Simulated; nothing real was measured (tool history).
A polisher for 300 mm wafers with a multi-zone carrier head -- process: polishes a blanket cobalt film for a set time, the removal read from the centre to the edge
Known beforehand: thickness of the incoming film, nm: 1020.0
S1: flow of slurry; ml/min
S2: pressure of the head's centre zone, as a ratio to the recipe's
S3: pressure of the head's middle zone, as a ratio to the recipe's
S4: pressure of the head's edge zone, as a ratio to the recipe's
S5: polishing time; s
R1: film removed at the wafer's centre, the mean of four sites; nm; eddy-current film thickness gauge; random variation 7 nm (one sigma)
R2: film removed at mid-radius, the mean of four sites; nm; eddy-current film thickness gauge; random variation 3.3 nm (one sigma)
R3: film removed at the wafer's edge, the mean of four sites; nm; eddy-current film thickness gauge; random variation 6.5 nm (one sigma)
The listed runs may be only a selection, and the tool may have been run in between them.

| run | day | S1 | S2 | S3 | S4 | S5 | R1 | R2 | R3 |
|---|---|---|---|---|---|---|---|---|---|
| 1 | 0 | 125 | 1 | 1 | 1 | 83 | 335.65 | 344.1 | 336.46 |
| 2 | 0.304 | 135 | 1.04 | 0.99 | 1.04 | 87 | 371.06 | 367.11 | 360.63 |
| 3 | 0.367 | 140 | 1.07 | 0.97 | 1.07 | 92 | 398.11 | 375.89 | 381.57 |
| 4 | 0.542 | 145 | 1.1 | 0.96 | 1.09 | 96 | 445.41 | 395.31 | 411.88 |
| 5 | 0.908 | 155 | 1.12 | 0.96 | 1.11 | 98 | 465.38 | 407.99 | 425.56 |
| 6 | 1.279 | 175 | 1.12 | 0.96 | 1.11 | 98 | 473.37 | 414.87 | 425.87 |

Run 7 has not been measured yet. What should we expect?
| 7 | 1.462 | 175 | 1.13 | 0.96 | 1.12 | 100 | ? | ? | ? |

{"run 7": {"R1": 473, "R2": 421.06, "R3": 441.57}}

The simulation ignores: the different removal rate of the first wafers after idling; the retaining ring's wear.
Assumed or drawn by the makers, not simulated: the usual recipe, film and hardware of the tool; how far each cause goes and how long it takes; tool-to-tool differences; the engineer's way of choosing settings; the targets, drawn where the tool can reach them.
